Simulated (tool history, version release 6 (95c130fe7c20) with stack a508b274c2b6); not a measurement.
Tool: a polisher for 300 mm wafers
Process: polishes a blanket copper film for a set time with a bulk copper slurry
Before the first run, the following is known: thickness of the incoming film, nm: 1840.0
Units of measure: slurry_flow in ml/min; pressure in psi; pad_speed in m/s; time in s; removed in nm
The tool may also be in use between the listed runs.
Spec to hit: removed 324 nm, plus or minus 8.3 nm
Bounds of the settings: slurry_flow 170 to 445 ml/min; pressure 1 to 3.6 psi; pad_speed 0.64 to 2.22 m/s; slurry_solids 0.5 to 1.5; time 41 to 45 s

run	day	slurry_flow	pressure	pad_speed	slurry_solids	time	removed
1	0	285	2.3	1.42	1	45	539.21
2	0.225	285	2.3	1.42	1	45	535
3	0.504	285	2.3	1.42	1.2	45	555.94
4	0.804	280	1.9	1.42	1.2	45	495.87
5	0.871	315	1.9	1.42	1.2	45	509.56
6	0.917	285	1.6	1.38	1.2	45	440.23
7	1.25	265	1.4	1.34	1.2	45	397.95
8	1.329	255	1.3	1.32	1.2	45	376.24
9	1.508	245	1.2	1.3	1.2	45	355.52

Below are 5 possible settings for the next run. Only one of them brings all results inside the allowed miss of their targets. Which is it?
A	1.688	285	1.5	1.26	1.2	44	?
B	1.688	240	1.1	1.24	1.2	41	?
C	1.688	240	1	1.62	1.2	45	?
D	1.688	215	1.3	1.2	1.2	43	?
E	1.688	170	1.6	1.02	1.2	45	?

move	removed
A	388.14
B	303.15
C	414.83
D	326.55
E	310.81
A: moves away from the targets compared with the last run
B: moves the result that the last run missed by most past its target, out the other side
C: moves away from the targets compared with the last run
D: hits every target within its allowed miss
E: moves the result that the last run missed by most past its target, out the other side
So the answer is move D, the one that meets all the targets.
